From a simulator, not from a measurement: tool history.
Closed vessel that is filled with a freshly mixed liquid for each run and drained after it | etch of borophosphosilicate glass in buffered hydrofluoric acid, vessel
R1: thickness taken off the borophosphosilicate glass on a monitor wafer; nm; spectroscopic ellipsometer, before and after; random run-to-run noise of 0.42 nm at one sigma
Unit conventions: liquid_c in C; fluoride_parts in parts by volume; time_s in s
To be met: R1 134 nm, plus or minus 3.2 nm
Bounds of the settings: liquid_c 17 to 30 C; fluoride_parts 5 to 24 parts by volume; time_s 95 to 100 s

run 1 hour=0 | liquid_c=22 fluoride_parts=14.5 time_s=95 | R1=72.878
run 2 hour=4.2 | liquid_c=22 fluoride_parts=10.5 time_s=95 | R1=100.61
run 3 hour=11.3 | liquid_c=23 fluoride_parts=10.5 time_s=95 | R1=105.77
run 4 hour=12.7 | liquid_c=23 fluoride_parts=10.5 time_s=100 | R1=111.68
run 5 hour=18.6 | liquid_c=23.5 fluoride_parts=10.5 time_s=100 | R1=114.21
run 6 hour=20.7 | liquid_c=21 fluoride_parts=10.5 time_s=100 | R1=99.974
run 7 hour=21.7 | liquid_c=22 fluoride_parts=10.5 time_s=100 | R1=105.41
run 8 hour=26.8 | liquid_c=23 fluoride_parts=10.5 time_s=100 | R1=111.75
run 9 hour=27.4 | liquid_c=23.5 fluoride_parts=10.5 time_s=100 | R1=113.95
run 10 hour=31.8 | liquid_c=24 fluoride_parts=10.5 time_s=100 | R1=118.04
run 11 hour=36.4 | liquid_c=24.5 fluoride_parts=10.5 time_s=100 | R1=120.97

Of the 5 settings listed for the next run, only one would bring every result within its allowed miss of target. Which one?
run A hour=41 | liquid_c=23.5 fluoride_parts=8 time_s=100 | R1=?
run B hour=41 | liquid_c=20 fluoride_parts=8 time_s=95 | R1=?
run C hour=41 | liquid_c=21.5 fluoride_parts=7.5 time_s=95 | R1=?
run D hour=41 | liquid_c=19 fluoride_parts=7.5 time_s=100 | R1=?
run E hour=41 | liquid_c=24.5 fluoride_parts=8.5 time_s=100 | R1=?

move=A R1=146.69
move=B R1=115.13
move=C R1=134.17
move=D R1=123.08
move=E R1=144.86
A: carries the result that was furthest off beyond its target, to the other side
B: moves away from the targets compared with the last run
C: all results land within tolerance of their targets
D: gains on the last run, yet a result remains outside its allowed miss
E: carries the result that was furthest off beyond its target, to the other side
Correct choice: C, which meets every target

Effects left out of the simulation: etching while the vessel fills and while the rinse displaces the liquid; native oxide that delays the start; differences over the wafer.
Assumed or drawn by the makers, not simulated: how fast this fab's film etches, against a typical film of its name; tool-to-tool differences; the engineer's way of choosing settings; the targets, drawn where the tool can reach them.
